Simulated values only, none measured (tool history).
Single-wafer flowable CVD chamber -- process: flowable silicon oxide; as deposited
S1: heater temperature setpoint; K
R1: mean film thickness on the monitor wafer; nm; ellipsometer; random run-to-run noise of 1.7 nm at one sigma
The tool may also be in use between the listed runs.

Run 1, hour 0: S1 373.15 K, chamber pressure (Torr) 1.05, RF power (kW) 1.74, deposition time (s) 644. Result: R1 525.1 nm.
Run 2, hour 8.7: S1 364.15 K, chamber pressure (Torr) 1.05, RF power (kW) 1.74, deposition time (s) 644. Result: R1 736.73 nm.
Run 3, hour 10: S1 364.15 K, chamber pressure (Torr) 1.05, RF power (kW) 1.74, deposition time (s) 664. Result: R1 765.14 nm.
Run 4, hour 17.3: S1 364.15 K, chamber pressure (Torr) 1.05, RF power (kW) 1.96, deposition time (s) 664. Result: R1 798.22 nm.
Run 5, hour 20.7: S1 364.15 K, chamber pressure (Torr) 1.05, RF power (kW) 1.96, deposition time (s) 644. Result: R1 773.79 nm.
Run 6, hour 22.2: S1 364.15 K, chamber pressure (Torr) 1.05, RF power (kW) 2.07, deposition time (s) 644. Result: R1 787.16 nm.
Run 7, hour 29.5: S1 366.15 K, chamber pressure (Torr) 1.05, RF power (kW) 2.07, deposition time (s) 644. Result: R1 730.13 nm.
Run 8, hour 33.9: S1 368.15 K, chamber pressure (Torr) 1.05, RF power (kW) 2.07, deposition time (s) 644. Result: R1 675.42 nm.
Run 9, hour 36: S1 369.15 K, chamber pressure (Torr) 1.05, RF power (kW) 2.07, deposition time (s) 644. Result: R1 647.11 nm.
Run 10, hour 38.2: S1 370.15 K, chamber pressure (Torr) 1.05, RF power (kW) 2.07, deposition time (s) 644. Result: R1 629.61 nm.
At hour 44.6: RF generator calibrated.
Run 11, hour 44.6: S1 371.15 K, chamber pressure (Torr) 1.05, RF power (kW) 2.07, deposition time (s) 644. Result: R1 615.87 nm.
Run 12, hour 53.2: S1 372.15 K, chamber pressure (Torr) 1.05, RF power (kW) 2.07, deposition time (s) 644. Result: R1 597.25 nm.
Run 13, hour 58.6: S1 373.15 K, chamber pressure (Torr) 1.05, RF power (kW) 2.07, deposition time (s) 644. Result: R1 576.2 nm.

Run 14, settings as shown, results not yet in. Your forecast:
Run 14, hour 63.8: S1 373.15 K, chamber pressure (Torr) 1.05, RF power (kW) 2.07, deposition time (s) 644. Result: R1 ?.

Run 14 came out at R1 573.34 nm.
